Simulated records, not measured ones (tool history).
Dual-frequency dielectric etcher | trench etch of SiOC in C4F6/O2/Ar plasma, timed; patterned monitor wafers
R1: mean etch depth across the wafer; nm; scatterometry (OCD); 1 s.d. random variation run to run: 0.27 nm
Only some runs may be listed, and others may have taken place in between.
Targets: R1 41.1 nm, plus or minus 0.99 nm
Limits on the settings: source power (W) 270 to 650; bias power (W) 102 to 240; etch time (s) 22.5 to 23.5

Run 1, day 0: source power (W) 460, bias power (W) 171, etch time (s) 22.5. Result: R1 46.989 nm.
Run 2, day 0.267: source power (W) 460, bias power (W) 152, etch time (s) 22.5. Result: R1 44.99 nm.
Run 3, day 0.533: source power (W) 460, bias power (W) 172, etch time (s) 22.5. Result: R1 46.863 nm.
Run 4, day 0.629: source power (W) 420, bias power (W) 168, etch time (s) 22.5. Result: R1 44.718 nm.
Run 5, day 0.879: source power (W) 460, bias power (W) 168, etch time (s) 22.5. Result: R1 46.412 nm.
Run 6, day 0.958: source power (W) 460, bias power (W) 168, etch time (s) 23.5. Result: R1 48.35 nm.
Run 7, day 1.038: source power (W) 410, bias power (W) 163, etch time (s) 23.5. Result: R1 45.902 nm.
Run 8, day 1.133: source power (W) 380, bias power (W) 161, etch time (s) 23.5. Result: R1 43.886 nm.
Run 9, day 1.304: source power (W) 360, bias power (W) 160, etch time (s) 23.5. Result: R1 42.607 nm.
Run 10, day 1.346: source power (W) 350, bias power (W) 159, etch time (s) 23.5. Result: R1 42.192 nm.

Which one of the following 4 next-run settings gets every result inside its allowed miss? There is exactly one.
Run A, day 1.388: source power (W) 320, bias power (W) 151, etch time (s) 23. Result: R1 ?.
Run B, day 1.388: source power (W) 360, bias power (W) 138, etch time (s) 23.5. Result: R1 ?.
Run C, day 1.388: source power (W) 340, bias power (W) 181, etch time (s) 23.5. Result: R1 ?.
Run D, day 1.388: source power (W) 330, bias power (W) 153, etch time (s) 22.5. Result: R1 ?.

move      R1
   A  38.932
   B  40.836
   C  43.301
   D  38.784
A: carries the result that was furthest off beyond its target, to the other side
B: every result lands within tolerance
C: misses by more than the last run did
D: carries the result that was furthest off beyond its target, to the other side
The right move is B.
